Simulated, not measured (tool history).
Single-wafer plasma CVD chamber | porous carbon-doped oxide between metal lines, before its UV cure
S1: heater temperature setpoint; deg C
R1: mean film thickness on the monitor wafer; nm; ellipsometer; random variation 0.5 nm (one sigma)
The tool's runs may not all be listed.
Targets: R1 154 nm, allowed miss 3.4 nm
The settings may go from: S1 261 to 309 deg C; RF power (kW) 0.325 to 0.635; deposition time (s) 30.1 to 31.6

{"run": 1, "hour": 0.0, "S1": 285, "RF power (kW)": 0.48, "deposition time (s)": 31.6, "R1": 183.37}
{"run": 2, "hour": 1.1, "S1": 285, "RF power (kW)": 0.48, "deposition time (s)": 30.1, "R1": 174.82}
{"run": 3, "hour": 2.2, "S1": 290, "RF power (kW)": 0.475, "deposition time (s)": 30.1, "R1": 168.74}
{"run": 4, "hour": 9.4, "S1": 290, "RF power (kW)": 0.51, "deposition time (s)": 30.1, "R1": 174.64}
{"run": 5, "hour": 15.3, "S1": 283, "RF power (kW)": 0.51, "deposition time (s)": 30.1, "R1": 181.3}
{"run": 6, "hour": 23.6, "S1": 283, "RF power (kW)": 0.51, "deposition time (s)": 31.6, "R1": 190.33}
{"run": 7, "hour": 27.1, "S1": 289, "RF power (kW)": 0.485, "deposition time (s)": 31.4, "R1": 178.78}
{"run": 8, "hour": 29.8, "S1": 293, "RF power (kW)": 0.465, "deposition time (s)": 31.3, "R1": 170.45}
{"run": 9, "hour": 31.8, "S1": 297, "RF power (kW)": 0.455, "deposition time (s)": 31.2, "R1": 164.58}
{"run": 10, "hour": 38.7, "S1": 300, "RF power (kW)": 0.45, "deposition time (s)": 31.2, "R1": 160.65}
{"run": 11, "hour": 45.7, "S1": 302, "RF power (kW)": 0.445, "deposition time (s)": 31.2, "R1": 159.64}

4 next moves are on the table. One of them brings every result within its allowed miss. Which?
{"run": "A", "hour": 52.7, "S1": 302, "RF power (kW)": 0.47, "deposition time (s)": 31.6, "R1": "?"}
{"run": "B", "hour": 52.7, "S1": 303, "RF power (kW)": 0.365, "deposition time (s)": 31.6, "R1": "?"}
{"run": "C", "hour": 52.7, "S1": 290, "RF power (kW)": 0.39, "deposition time (s)": 31.6, "R1": "?"}
{"run": "D", "hour": 52.7, "S1": 309, "RF power (kW)": 0.5, "deposition time (s)": 30.1, "R1": "?"}

move=A R1=164.67
move=B R1=146.51
move=C R1=162.44
move=D R1=155.24
A: further off than the last run
B: takes the result that was furthest off past its target
C: further off than the last run
D: meets every target
Answer: D
